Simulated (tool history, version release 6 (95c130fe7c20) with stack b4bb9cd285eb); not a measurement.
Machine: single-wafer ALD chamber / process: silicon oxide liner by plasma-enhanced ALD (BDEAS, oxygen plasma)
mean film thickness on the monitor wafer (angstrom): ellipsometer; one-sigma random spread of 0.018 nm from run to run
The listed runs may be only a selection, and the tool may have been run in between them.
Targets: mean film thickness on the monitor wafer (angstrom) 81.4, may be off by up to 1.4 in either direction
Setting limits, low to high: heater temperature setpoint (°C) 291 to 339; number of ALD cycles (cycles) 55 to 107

| run | hour | heater temperature setpoint (°C) | number of ALD cycles (cycles) | mean film thickness on the monitor wafer (angstrom) |
|---|---|---|---|---|
| 1 | 0 | 315 | 81 | 70.947 |
| 2 | 7 | 325 | 81 | 69.615 |
| 3 | 13.7 | 319 | 81 | 70.29 |
| 4 | 19.2 | 329 | 81 | 69.181 |
| 5 | 22.2 | 328 | 83 | 71.193 |
| 6 | 26.8 | 339 | 83 | 70.008 |
| 7 | 30.4 | 339 | 85 | 71.379 |
| 8 | 33.5 | 338 | 87 | 73.336 |
| 9 | 41.4 | 338 | 87 | 73.479 |
| 10 | 49.5 | 337 | 88 | 74.542 |
| 11 | 53.6 | 336 | 89 | 75.138 |
| 12 | 60.9 | 336 | 89 | 75.077 |
| 13 | 66.3 | 336 | 90 | 76.172 |
| 14 | 68.5 | 336 | 91 | 76.716 |

Next run, 4 choices. One meets every target within its allowed miss, the rest don't. Which?
| A | 70.7 | 338 | 97 | ? |
| B | 70.7 | 337 | 101 | ? |
| C | 70.7 | 336 | 88 | ? |
| D | 70.7 | 332 | 100 | ? |

| move | mean film thickness on the monitor wafer (angstrom) |
|---|---|
| A | 81.762 |
| B | 85.277 |
| C | 74.426 |
| D | 85.146 |
A: in spec on every target
B: takes the result that was furthest off past its target
C: its largest miss is bigger than the last run's
D: takes the result that was furthest off past its target
The right move is A.

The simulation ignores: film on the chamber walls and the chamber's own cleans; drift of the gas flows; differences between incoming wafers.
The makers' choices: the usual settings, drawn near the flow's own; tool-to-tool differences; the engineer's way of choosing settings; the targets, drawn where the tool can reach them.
